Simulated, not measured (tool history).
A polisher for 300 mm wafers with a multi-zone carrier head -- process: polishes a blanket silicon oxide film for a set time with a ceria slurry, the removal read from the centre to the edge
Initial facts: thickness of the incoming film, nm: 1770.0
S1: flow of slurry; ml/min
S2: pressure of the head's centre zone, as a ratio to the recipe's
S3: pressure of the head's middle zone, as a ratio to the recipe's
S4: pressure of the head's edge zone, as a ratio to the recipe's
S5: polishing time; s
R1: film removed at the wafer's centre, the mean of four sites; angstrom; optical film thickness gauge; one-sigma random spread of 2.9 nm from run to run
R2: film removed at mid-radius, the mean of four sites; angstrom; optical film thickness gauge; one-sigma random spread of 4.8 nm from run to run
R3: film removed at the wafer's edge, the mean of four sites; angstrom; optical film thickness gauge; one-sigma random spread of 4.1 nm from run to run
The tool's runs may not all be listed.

{"run": 1, "day": 0.0, "S1": 185, "S2": 1, "S3": 1, "S4": 1, "S5": 52, "R1": 3203, "R2": 3161.2, "R3": 3118}
{"run": 2, "day": 0.075, "S1": 185, "S2": 1, "S3": 1, "S4": 0.94, "S5": 52, "R1": 3160.3, "R2": 3201.9, "R3": 3024.2}
{"run": 3, "day": 0.179, "S1": 185, "S2": 1, "S3": 1.06, "S4": 0.94, "S5": 52, "R1": 3199.4, "R2": 3347.5, "R3": 3104.9}
{"run": 4, "day": 0.504, "S1": 195, "S2": 0.98, "S3": 1.1, "S4": 0.99, "S5": 53, "R1": 3145.5, "R2": 3580.9, "R3": 3207.9}
{"run": 5, "day": 0.671, "S1": 195, "S2": 1.02, "S3": 1.1, "S4": 0.99, "S5": 53, "R1": 3401, "R2": 3561.6, "R3": 3210.9}
{"run": 6, "day": 0.921, "S1": 195, "S2": 1.07, "S3": 1.1, "S4": 0.99, "S5": 53, "R1": 3569, "R2": 3537.3, "R3": 3240.8}

Run 7 is up next; what results do you expect?
{"run": 7, "day": 1.075, "S1": 190, "S2": 1.04, "S3": 1.1, "S4": 1.04, "S5": 55, "R1": "?", "R2": "?", "R3": "?"}

Run 7 produced R1 3543.9 angstrom, R2 3630.1 angstrom, R3 3476.5 angstrom.

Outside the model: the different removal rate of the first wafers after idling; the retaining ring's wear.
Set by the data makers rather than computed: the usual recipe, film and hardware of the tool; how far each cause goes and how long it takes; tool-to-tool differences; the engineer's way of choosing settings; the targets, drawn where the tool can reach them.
